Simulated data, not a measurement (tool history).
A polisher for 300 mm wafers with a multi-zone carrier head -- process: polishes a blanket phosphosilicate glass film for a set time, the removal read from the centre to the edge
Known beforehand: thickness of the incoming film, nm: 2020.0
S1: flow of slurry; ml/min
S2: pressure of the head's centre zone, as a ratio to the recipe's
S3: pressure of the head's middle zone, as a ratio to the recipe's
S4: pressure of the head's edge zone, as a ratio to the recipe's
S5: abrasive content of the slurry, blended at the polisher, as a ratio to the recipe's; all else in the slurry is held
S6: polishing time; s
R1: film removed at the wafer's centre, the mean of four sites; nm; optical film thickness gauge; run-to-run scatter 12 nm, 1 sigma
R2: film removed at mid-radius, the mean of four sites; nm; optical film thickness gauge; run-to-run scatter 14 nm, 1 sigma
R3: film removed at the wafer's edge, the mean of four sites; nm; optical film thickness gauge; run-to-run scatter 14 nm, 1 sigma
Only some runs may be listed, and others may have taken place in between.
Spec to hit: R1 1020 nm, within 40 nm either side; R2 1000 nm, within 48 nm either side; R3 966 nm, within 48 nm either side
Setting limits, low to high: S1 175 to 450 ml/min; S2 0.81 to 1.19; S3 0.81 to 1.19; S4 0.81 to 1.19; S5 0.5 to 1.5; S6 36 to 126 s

{"run": 1, "hour": 0.0, "S1": 290, "S2": 1, "S3": 1, "S4": 1, "S5": 1, "S6": 81, "R1": 782.29, "R2": 763.84, "R3": 760.2}
{"run": 2, "hour": 8.1, "S1": 290, "S2": 1, "S3": 1, "S4": 1, "S5": 1.2, "S6": 81, "R1": 821.98, "R2": 818.56, "R3": 796.77}
{"run": 3, "hour": 9.0, "S1": 290, "S2": 1.01, "S3": 1.01, "S4": 1.02, "S5": 1.25, "S6": 82, "R1": 853.33, "R2": 828.88, "R3": 812.84}
{"run": 4, "hour": 13.7, "S1": 290, "S2": 1.01, "S3": 1.05, "S4": 1.02, "S5": 1.25, "S6": 82, "R1": 851.97, "R2": 864.38, "R3": 821.21}
{"run": 5, "hour": 17.3, "S1": 290, "S2": 1.01, "S3": 1.02, "S4": 1.02, "S5": 1.25, "S6": 82, "R1": 829.74, "R2": 824.8, "R3": 834.81}
{"run": 6, "hour": 20.6, "S1": 290, "S2": 0.98, "S3": 1.02, "S4": 1.02, "S5": 1.25, "S6": 82, "R1": 820.2, "R2": 819.29, "R3": 813.37}
{"run": 7, "hour": 28.5, "S1": 290, "S2": 1, "S3": 1.03, "S4": 1.03, "S5": 1.3, "S6": 83, "R1": 853.65, "R2": 846.13, "R3": 818.63}
{"run": 8, "hour": 35.2, "S1": 285, "S2": 0.99, "S3": 1.02, "S4": 1.01, "S5": 1.35, "S6": 86, "R1": 898.85, "R2": 905.77, "R3": 864.74}
{"run": 9, "hour": 36.7, "S1": 285, "S2": 1, "S3": 1.02, "S4": 1.02, "S5": 1.4, "S6": 87, "R1": 914.89, "R2": 925.69, "R3": 882.04}
{"run": 10, "hour": 40.8, "S1": 290, "S2": 1.01, "S3": 1.02, "S4": 1.03, "S5": 1.4, "S6": 88, "R1": 959.67, "R2": 926.13, "R3": 888.54}
{"run": 11, "hour": 42.8, "S1": 295, "S2": 1, "S3": 1.05, "S4": 1.09, "S5": 1.5, "S6": 89, "R1": 969.76, "R2": 968.28, "R3": 975.52}
{"run": 12, "hour": 49.2, "S1": 295, "S2": 1.01, "S3": 1.05, "S4": 1.09, "S5": 1.5, "S6": 89, "R1": 973.65, "R2": 974.63, "R3": 979.16}

Of the 5 settings listed for the next run, only one would bring every result within its allowed miss of target. Which one?
{"run": "A", "hour": 55.6, "S1": 260, "S2": 0.93, "S3": 0.97, "S4": 1.19, "S5": 1.4, "S6": 94, "R1": "?", "R2": "?", "R3": "?"}
{"run": "B", "hour": 55.6, "S1": 265, "S2": 0.9, "S3": 1.01, "S4": 0.97, "S5": 1.5, "S6": 96, "R1": "?", "R2": "?", "R3": "?"}
{"run": "C", "hour": 55.6, "S1": 360, "S2": 0.87, "S3": 1.02, "S4": 1.06, "S5": 1, "S6": 105, "R1": "?", "R2": "?", "R3": "?"}
{"run": "D", "hour": 55.6, "S1": 275, "S2": 0.94, "S3": 1.03, "S4": 1.02, "S5": 1.45, "S6": 91, "R1": "?", "R2": "?", "R3": "?"}
{"run": "E", "hour": 55.6, "S1": 360, "S2": 1.04, "S3": 1.08, "S4": 1.1, "S5": 1.5, "S6": 89, "R1": "?", "R2": "?", "R3": "?"}

move=A R1=905.97 R2=936.38 R3=1043.1
move=B R1=916.3 R2=1004.3 R3=984.45
move=C R1=898.39 R2=1020.3 R3=1028.2
move=D R1=901.26 R2=959.85 R3=949.35
move=E R1=1008.6 R2=1004.4 R3=990.64
A: the biggest miss grows against the last run
B: the biggest miss grows against the last run
C: the biggest miss grows against the last run
D: the biggest miss grows against the last run
E: meets every target
E is the move that brings every result within its allowed miss.

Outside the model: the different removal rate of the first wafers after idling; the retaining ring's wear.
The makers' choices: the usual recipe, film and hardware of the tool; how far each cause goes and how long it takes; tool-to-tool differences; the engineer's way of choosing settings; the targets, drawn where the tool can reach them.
